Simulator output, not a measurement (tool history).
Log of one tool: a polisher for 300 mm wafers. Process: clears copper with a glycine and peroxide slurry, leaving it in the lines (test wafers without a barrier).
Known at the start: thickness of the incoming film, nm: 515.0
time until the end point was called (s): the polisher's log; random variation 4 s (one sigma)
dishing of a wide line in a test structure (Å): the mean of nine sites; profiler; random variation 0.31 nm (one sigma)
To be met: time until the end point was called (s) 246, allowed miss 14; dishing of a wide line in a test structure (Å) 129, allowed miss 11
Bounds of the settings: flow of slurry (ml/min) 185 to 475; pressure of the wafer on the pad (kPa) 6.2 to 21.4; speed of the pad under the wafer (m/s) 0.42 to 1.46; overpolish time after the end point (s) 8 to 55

run,hour,flow of slurry (ml/min),pressure of the wafer on the pad (kPa),speed of the pad under the wafer (m/s),overpolish time after the end point (s),time until the end point was called (s),dishing of a wide line in a test structure (Å)
1,0,305,13.8,0.94,28,153.13,548.37
2,5.3,305,13.8,0.78,28,180,503.49
3,8.8,305,16.5,0.78,28,158.04,555.76
4,13.5,290,15.2,0.78,25,165.83,495.55
5,20,215,15.2,0.78,25,164.01,488.37
6,22.2,210,13.8,0.76,23,185.37,419.26
7,31,205,13.1,0.76,21,192.37,371.79
8,35,200,12.4,0.78,19,200.96,347.66
9,43.7,200,11.7,0.8,18,198.45,308
10,48.7,200,11.7,0.8,18,205.69,322.06
11,49.6,200,11,0.82,17,207.63,310.16
12,52,200,10.3,0.82,16,221.98,275.99
13,57.2,200,9.7,0.84,15,220.9,251.82
14,64.8,205,9,0.84,14,233.21,221.89
15,68.8,290,6.2,0.88,8,276.81,113.66

Which of these 5 next moves meets every target?
A,72.8,300,8.3,0.82,8,?,?
B,72.8,270,6.2,0.86,11,?,?
C,72.8,365,6.2,0.62,8,?,?
D,72.8,245,7.6,0.74,12,?,?
E,72.8,255,6.2,0.78,8,?,?

move,time until the end point was called (s),dishing of a wide line in a test structure (Å)
A,240.41,130.31
B,279.42,151.9
C,325.23,98.26
D,273.43,168.77
E,296.2,106.98
A: meets every target
B: further off than the last run
C: further off than the last run
D: further off than the last run
E: further off than the last run
The right move is A.
